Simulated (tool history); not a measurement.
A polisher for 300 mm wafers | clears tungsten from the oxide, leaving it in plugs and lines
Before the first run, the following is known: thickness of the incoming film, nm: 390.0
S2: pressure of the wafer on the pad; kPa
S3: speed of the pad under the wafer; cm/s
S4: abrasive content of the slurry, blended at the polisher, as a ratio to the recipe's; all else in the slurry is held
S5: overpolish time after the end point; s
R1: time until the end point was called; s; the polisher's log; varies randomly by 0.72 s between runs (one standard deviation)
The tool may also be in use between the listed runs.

Run 1, hour 0: flow of slurry (ml/min) 195, S2 33.8 kPa, S3 118 cm/s, S4 1, S5 10 s. Result: R1 58.45 s.
Run 2, hour 1.1: flow of slurry (ml/min) 165, S2 33.8 kPa, S3 118 cm/s, S4 1, S5 10 s. Result: R1 62.572 s.
Run 3, hour 8.1: flow of slurry (ml/min) 165, S2 33.8 kPa, S3 118 cm/s, S4 0.8, S5 10 s. Result: R1 67.492 s.
Run 4, hour 15.8: flow of slurry (ml/min) 165, S2 33.8 kPa, S3 118 cm/s, S4 0.65, S5 10 s. Result: R1 73.52 s.
Run 5, hour 20.9: flow of slurry (ml/min) 165, S2 33.8 kPa, S3 118 cm/s, S4 0.65, S5 10 s. Result: R1 72.185 s.
Run 6, hour 29.9: flow of slurry (ml/min) 135, S2 33.8 kPa, S3 118 cm/s, S4 0.65, S5 10 s. Result: R1 74.144 s.
Run 7, hour 32.1: flow of slurry (ml/min) 140, S2 43.4 kPa, S3 130 cm/s, S4 0.65, S5 10 s. Result: R1 55.567 s.
Run 8, hour 34.4: flow of slurry (ml/min) 145, S2 46.2 kPa, S3 134 cm/s, S4 0.65, S5 10 s. Result: R1 50.955 s.

Run 9, settings as shown, results not yet in. Your forecast:
Run 9, hour 36.3: flow of slurry (ml/min) 145, S2 48.3 kPa, S3 138 cm/s, S4 0.65, S5 10 s. Result: R1 ?.

{"run 9": {"R1": 48.011}}
